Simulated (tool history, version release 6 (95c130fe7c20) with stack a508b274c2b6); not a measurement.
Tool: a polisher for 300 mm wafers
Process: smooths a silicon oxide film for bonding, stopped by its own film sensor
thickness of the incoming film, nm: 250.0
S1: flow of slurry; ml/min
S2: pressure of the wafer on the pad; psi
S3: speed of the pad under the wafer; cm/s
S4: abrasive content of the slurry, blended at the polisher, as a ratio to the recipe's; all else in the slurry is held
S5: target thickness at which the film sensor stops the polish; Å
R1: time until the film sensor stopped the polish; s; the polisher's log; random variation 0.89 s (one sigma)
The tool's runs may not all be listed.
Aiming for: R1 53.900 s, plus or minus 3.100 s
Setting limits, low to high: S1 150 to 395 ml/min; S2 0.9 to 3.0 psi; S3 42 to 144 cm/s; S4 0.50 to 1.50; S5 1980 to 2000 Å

| run | hour | S1 | S2 | S3 | S4 | S5 | R1 |
|---|---|---|---|---|---|---|---|
| 1 | 0.0 | 250 | 1.9 | 92 | 1.00 | 2000 | 88.781 |
| 2 | 7.5 | 250 | 1.6 | 92 | 1.00 | 2000 | 111.680 |
| 3 | 15.3 | 250 | 1.7 | 92 | 1.00 | 2000 | 104.770 |
| 4 | 17.9 | 250 | 1.7 | 92 | 0.80 | 2000 | 110.870 |
| 5 | 20.6 | 250 | 1.8 | 92 | 0.80 | 2000 | 105.590 |
| 6 | 29.2 | 250 | 1.8 | 92 | 0.80 | 1980 | 109.470 |
| 7 | 32.8 | 250 | 1.9 | 92 | 0.80 | 1980 | 103.630 |
| 8 | 34.9 | 250 | 2.0 | 92 | 0.80 | 1980 | 96.339 |
| 9 | 40.7 | 250 | 2.1 | 92 | 0.80 | 1980 | 96.721 |
| 10 | 48.5 | 250 | 2.1 | 92 | 0.80 | 1980 | 92.996 |
| 11 | 49.3 | 250 | 2.2 | 92 | 0.80 | 1980 | 88.743 |
| 12 | 52.8 | 250 | 2.8 | 106 | 0.85 | 1980 | 61.867 |
| 13 | 60.1 | 250 | 2.9 | 110 | 0.85 | 1980 | 59.431 |

Exercise: of the 4 proposed moves below, exactly one satisfies all targets within the stated allowed misses. Which move is it?
| A | 67.4 | 245 | 3.0 | 122 | 0.70 | 1990 | ? |
| B | 67.4 | 240 | 2.6 | 104 | 0.85 | 2000 | ? |
| C | 67.4 | 290 | 2.7 | 98 | 0.85 | 1980 | ? |
| D | 67.4 | 235 | 2.7 | 102 | 0.90 | 1980 | ? |

| move | R1 |
|---|---|
| A | 55.804 |
| B | 66.741 |
| C | 68.693 |
| D | 66.721 |
A: all results in spec
B: its largest miss is bigger than the last run's
C: its largest miss is bigger than the last run's
D: its largest miss is bigger than the last run's
So the answer is move A, the one that meets all the targets.
